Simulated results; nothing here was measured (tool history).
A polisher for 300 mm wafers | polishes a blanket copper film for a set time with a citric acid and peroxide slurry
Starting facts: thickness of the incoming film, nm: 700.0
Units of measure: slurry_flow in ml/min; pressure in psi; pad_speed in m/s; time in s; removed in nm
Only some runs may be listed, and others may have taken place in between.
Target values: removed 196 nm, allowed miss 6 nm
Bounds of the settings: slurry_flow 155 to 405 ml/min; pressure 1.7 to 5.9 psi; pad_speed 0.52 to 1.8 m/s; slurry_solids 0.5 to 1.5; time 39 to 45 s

run  hour  slurry_flow  pressure  pad_speed  slurry_solids  time  removed
  1     0          260       3.8       1.16              1    45   118.67
  2   3.9          235       3.8       1.16              1    45   120.59
  3   5.4          235       3.8       1.16              1    45   116.98
  4   8.5          235       3.8       1.16              1    45   116.18
  5  15.7          235       4.6       1.16              1    45   143.26
  6  17.1          235       4.6       1.16              1    45   143.84
  7  24.3          235         5       1.16              1    45    155.7
  8    27          235       5.3       1.16              1    45   161.07
  9  33.4          235       5.3       1.16              1    45   165.76
 10    34          235       5.3       1.16              1    45   163.86
 11  42.3          235       5.5       1.18              1    45   171.28
 12  46.1          235       5.6        1.2              1    45   178.85
 13  49.4          235       5.7       1.22              1    45   189.14
 14    57          235       5.8       1.22              1    45   188.46

Exactly one of the 5 candidate moves below puts every result within its allowed miss. Which one?
  A  64.6          170       5.9       1.24            0.8    45        ?
  B  64.6          255       5.6       1.36            1.1    43        ?
  C  64.6          340       5.8        1.4           1.05    43        ?
  D  64.6          155       5.5       1.52           0.85    45        ?
  E  64.6          190       5.4        1.5           1.35    42        ?

move  removed
   A   179.28
   B    197.3
   C   213.15
   D   204.26
   E   207.04
A: moves away from the targets compared with the last run
B: all results in spec
C: moves the result that the last run missed by most past its target, out the other side
D: moves the result that the last run missed by most past its target, out the other side
E: moves the result that the last run missed by most past its target, out the other side
Go with B: it meets all targets.
